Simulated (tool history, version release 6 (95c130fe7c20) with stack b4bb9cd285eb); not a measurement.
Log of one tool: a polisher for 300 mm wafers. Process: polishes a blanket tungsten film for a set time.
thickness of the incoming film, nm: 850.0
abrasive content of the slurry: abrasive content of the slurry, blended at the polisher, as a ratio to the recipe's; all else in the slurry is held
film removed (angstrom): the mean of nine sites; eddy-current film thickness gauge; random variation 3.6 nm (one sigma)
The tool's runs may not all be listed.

| run | hour | flow of slurry (ml/min) | pressure of the wafer on the pad (kPa) | speed of the pad under the wafer (cm/s) | abrasive content of the slurry | polishing time (s) | film removed (angstrom) |
|---|---|---|---|---|---|---|---|
| 1 | 0 | 205 | 24.1 | 116 | 1 | 32 | 1826.9 |
| 2 | 3 | 205 | 26.9 | 118 | 1 | 32 | 1998.8 |
| 3 | 11.9 | 205 | 29.6 | 120 | 1 | 32 | 2235.5 |
| 4 | 17.7 | 205 | 26.9 | 120 | 1 | 32 | 2035.6 |
| 5 | 19 | 205 | 26.9 | 120 | 1 | 32 | 2047 |
| 6 | 26.6 | 205 | 29 | 122 | 1 | 32 | 2236.7 |
| 7 | 28.8 | 205 | 30.3 | 122 | 1 | 32 | 2302.2 |
| 8 | 30.4 | 205 | 31.7 | 122 | 1 | 32 | 2446 |
| 9 | 37.8 | 205 | 32.4 | 122 | 1 | 32 | 2434.9 |

Forecast run 10:
| 10 | 39.1 | 205 | 33.8 | 122 | 1 | 32 | ? |

film removed (angstrom): 2532.4
